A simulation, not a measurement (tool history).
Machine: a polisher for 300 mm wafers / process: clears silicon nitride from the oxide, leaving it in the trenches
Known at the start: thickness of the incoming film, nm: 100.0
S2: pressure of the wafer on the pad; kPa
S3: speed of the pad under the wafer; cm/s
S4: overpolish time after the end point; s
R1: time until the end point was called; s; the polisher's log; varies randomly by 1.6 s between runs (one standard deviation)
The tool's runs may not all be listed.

Run 1, hour 0.0: flow of slurry (ml/min) 125, S2 19.3 kPa, S3 80 cm/s, S4 5 s. Result: R1 173.38 s.
Run 2, hour 8.0: flow of slurry (ml/min) 125, S2 21.4 kPa, S3 80 cm/s, S4 5 s. Result: R1 159.27 s.
Run 3, hour 16.7: flow of slurry (ml/min) 130, S2 23.4 kPa, S3 80 cm/s, S4 5 s. Result: R1 148.18 s.
Run 4, hour 21.6: flow of slurry (ml/min) 130, S2 25.5 kPa, S3 82 cm/s, S4 5 s. Result: R1 137.07 s.
Run 5, hour 25.4: flow of slurry (ml/min) 130, S2 25.5 kPa, S3 82 cm/s, S4 5 s. Result: R1 138.37 s.
Run 6, hour 34.2: flow of slurry (ml/min) 130, S2 25.5 kPa, S3 68 cm/s, S4 5 s. Result: R1 161.68 s.
Run 7, hour 42.3: flow of slurry (ml/min) 130, S2 26.9 kPa, S3 74 cm/s, S4 5 s. Result: R1 145.43 s.

Run 8 is up next; what results do you expect?
Run 8, hour 48.8: flow of slurry (ml/min) 135, S2 28.3 kPa, S3 78 cm/s, S4 5 s. Result: R1 ?.

Run 8 measured R1 133.04 s.
